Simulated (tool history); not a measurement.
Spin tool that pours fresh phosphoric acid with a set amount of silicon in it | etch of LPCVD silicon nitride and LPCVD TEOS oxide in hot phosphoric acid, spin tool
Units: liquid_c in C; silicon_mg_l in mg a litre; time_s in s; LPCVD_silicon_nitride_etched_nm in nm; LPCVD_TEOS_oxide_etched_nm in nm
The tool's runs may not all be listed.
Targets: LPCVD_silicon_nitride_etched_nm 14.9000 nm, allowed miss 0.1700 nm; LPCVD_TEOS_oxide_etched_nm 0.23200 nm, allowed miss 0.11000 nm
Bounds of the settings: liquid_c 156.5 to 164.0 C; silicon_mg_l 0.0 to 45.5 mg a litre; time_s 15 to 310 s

run	hour	liquid_c	silicon_mg_l	time_s	LPCVD_silicon_nitride_etched_nm	LPCVD_TEOS_oxide_etched_nm
1	0.0	159.0	20.0	160	11.0090	0.17355
2	7.9	160.5	22.0	170	12.2250	0.18001
3	13.4	160.5	22.0	135	9.7341	0.21626
4	20.5	160.5	26.5	135	9.6913	0.13043
5	27.3	160.5	26.5	70	5.0598	0.08071
6	34.2	161.5	27.5	105	7.8198	0.12660
7	41.8	162.5	28.5	125	9.6481	0.18265
8	48.8	163.0	31.0	140	10.9330	0.14566
9	50.7	163.5	30.0	150	11.9170	0.19188
10	53.1	164.0	34.5	190	15.3750	0.19557
11	61.7	164.0	33.0	190	15.3040	0.24596
12	67.0	163.5	32.5	190	15.1230	0.20614
13	70.5	163.5	31.5	190	15.0740	0.29611
14	73.9	163.5	32.5	190	15.0800	0.20419
15	81.7	163.5	31.5	190	15.0140	0.22695
16	87.8	163.5	31.0	190	15.1380	0.24755

Which of these 5 next moves meets every target?
A	93.9	161.5	39.0	210	?	?
B	93.9	163.0	38.5	195	?	?
C	93.9	164.0	36.5	190	?	?
D	93.9	164.0	31.5	185	?	?
E	93.9	164.0	28.0	190	?	?

move	LPCVD_silicon_nitride_etched_nm	LPCVD_TEOS_oxide_etched_nm
A	15.6620	0.14236
B	15.2860	0.15217
C	15.3950	0.17881
D	14.9900	0.22116
E	15.3950	0.26097
A: further off than the last run
B: further off than the last run
C: further off than the last run
D: meets every target
E: further off than the last run
The right move is D.
